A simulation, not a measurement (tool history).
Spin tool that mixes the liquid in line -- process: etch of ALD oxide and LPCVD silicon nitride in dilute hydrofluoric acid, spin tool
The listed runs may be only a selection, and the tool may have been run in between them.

run  hour  temperature setpoint of the liquid (K)  parts of water to one part of 49 % hydrofluoric acid (parts by volume)  time under the liquid (s)  thickness taken off the ALD oxide on a monitor wafer (nm)  thickness taken off the LPCVD silicon nitride on a monitor wafer (nm)
  1     0                                  296.15                                                                     245                        180                                                     12.678                                                                 0.2241
  2   3.2                                  296.15                                                                     215                        180                                                     15.026                                                                0.29048
  3   9.2                                  296.65                                                                     205                        180                                                     16.041                                                                0.34597
  4  12.1                                  296.65                                                                     205                        145                                                      13.08                                                                0.30398
  5  19.6                                  296.15                                                                     185                        150                                                     14.829                                                                0.27278
  6  28.5                                  296.15                                                                     135                        150                                                      21.61                                                                0.42012
  7    30                                  296.15                                                                     130                        150                                                     22.773                                                                0.44025
  8    34                                  296.15                                                                     130                        150                                                     22.645                                                                0.45407

Forecast run 9:
  9  36.1                                  295.65                                                                     125                        150                                                          ?                                                                      ?

{"run 9": {"thickness taken off the ALD oxide on a monitor wafer (nm)": 23.223, "thickness taken off the LPCVD silicon nitride on a monitor wafer (nm)": 0.40113}}

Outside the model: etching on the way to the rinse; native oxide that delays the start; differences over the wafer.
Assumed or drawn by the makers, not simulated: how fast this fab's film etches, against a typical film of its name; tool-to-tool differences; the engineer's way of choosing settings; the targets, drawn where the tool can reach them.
